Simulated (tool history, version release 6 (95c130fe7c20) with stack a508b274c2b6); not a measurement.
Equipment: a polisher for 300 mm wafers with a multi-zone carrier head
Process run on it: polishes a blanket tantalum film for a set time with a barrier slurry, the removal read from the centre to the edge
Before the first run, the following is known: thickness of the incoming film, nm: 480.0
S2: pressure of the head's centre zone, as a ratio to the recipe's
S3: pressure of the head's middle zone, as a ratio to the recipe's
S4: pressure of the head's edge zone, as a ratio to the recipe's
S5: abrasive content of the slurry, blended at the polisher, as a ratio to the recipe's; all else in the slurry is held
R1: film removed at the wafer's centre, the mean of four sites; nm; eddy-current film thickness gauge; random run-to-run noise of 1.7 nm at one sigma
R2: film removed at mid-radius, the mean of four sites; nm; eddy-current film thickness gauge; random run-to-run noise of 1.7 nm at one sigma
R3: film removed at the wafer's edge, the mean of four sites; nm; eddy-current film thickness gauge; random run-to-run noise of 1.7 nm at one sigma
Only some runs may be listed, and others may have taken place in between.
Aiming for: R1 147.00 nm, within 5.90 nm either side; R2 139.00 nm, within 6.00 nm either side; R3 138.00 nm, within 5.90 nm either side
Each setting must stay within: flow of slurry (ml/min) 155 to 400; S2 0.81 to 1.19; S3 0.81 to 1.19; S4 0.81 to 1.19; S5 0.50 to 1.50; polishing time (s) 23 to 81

{"run": 1, "hour": 0.0, "flow of slurry (ml/min)": 255, "S2": 1.0, "S3": 1.0, "S4": 1.0, "S5": 1.0, "polishing time (s)": 52, "R1": 117.9, "R2": 122.65, "R3": 116.8}
{"run": 2, "hour": 6.1, "flow of slurry (ml/min)": 255, "S2": 1.0, "S3": 1.0, "S4": 1.05, "S5": 1.0, "polishing time (s)": 52, "R1": 119.7, "R2": 123.89, "R3": 118.59}
{"run": 3, "hour": 7.9, "flow of slurry (ml/min)": 255, "S2": 1.0, "S3": 1.0, "S4": 1.1, "S5": 1.0, "polishing time (s)": 52, "R1": 117.76, "R2": 123.88, "R3": 124.31}
{"run": 4, "hour": 16.0, "flow of slurry (ml/min)": 255, "S2": 1.0, "S3": 1.0, "S4": 1.1, "S5": 1.2, "polishing time (s)": 52, "R1": 126.4, "R2": 130.95, "R3": 128.53}
{"run": 5, "hour": 22.4, "flow of slurry (ml/min)": 255, "S2": 1.0, "S3": 1.07, "S4": 1.1, "S5": 1.2, "polishing time (s)": 52, "R1": 124.74, "R2": 140.95, "R3": 129.86}
{"run": 6, "hour": 26.3, "flow of slurry (ml/min)": 260, "S2": 1.02, "S3": 1.06, "S4": 1.11, "S5": 1.2, "polishing time (s)": 52, "R1": 127.78, "R2": 140.81, "R3": 130.42}
{"run": 7, "hour": 34.6, "flow of slurry (ml/min)": 265, "S2": 1.04, "S3": 1.05, "S4": 1.12, "S5": 1.2, "polishing time (s)": 52, "R1": 128.03, "R2": 134.12, "R3": 129.67}
{"run": 8, "hour": 39.1, "flow of slurry (ml/min)": 265, "S2": 1.04, "S3": 1.05, "S4": 1.12, "S5": 1.2, "polishing time (s)": 52, "R1": 129.97, "R2": 133.36, "R3": 128.13}

Pick the move, out of 4, that brings all results within their allowed miss; only one does.
{"run": "A", "hour": 43.6, "flow of slurry (ml/min)": 190, "S2": 0.95, "S3": 0.98, "S4": 1.19, "S5": 1.2, "polishing time (s)": 54, "R1": "?", "R2": "?", "R3": "?"}
{"run": "B", "hour": 43.6, "flow of slurry (ml/min)": 195, "S2": 1.17, "S3": 1.06, "S4": 1.19, "S5": 1.05, "polishing time (s)": 58, "R1": "?", "R2": "?", "R3": "?"}
{"run": "C", "hour": 43.6, "flow of slurry (ml/min)": 245, "S2": 0.98, "S3": 1.11, "S4": 1.15, "S5": 1.1, "polishing time (s)": 53, "R1": "?", "R2": "?", "R3": "?"}
{"run": "D", "hour": 43.6, "flow of slurry (ml/min)": 235, "S2": 1.09, "S3": 1.18, "S4": 1.08, "S5": 1.3, "polishing time (s)": 45, "R1": "?", "R2": "?", "R3": "?"}

move=A R1=119.32 R2=127.74 R3=137.88
move=B R1=143.73 R2=140.91 R3=142.13
move=C R1=121.13 R2=140.33 R3=132.69
move=D R1=116.23 R2=131.30 R3=114.48
A: lands further from the targets than the last run did
B: every result within its allowed miss
C: lands further from the targets than the last run did
D: lands further from the targets than the last run did
Correct choice: B, which meets every target
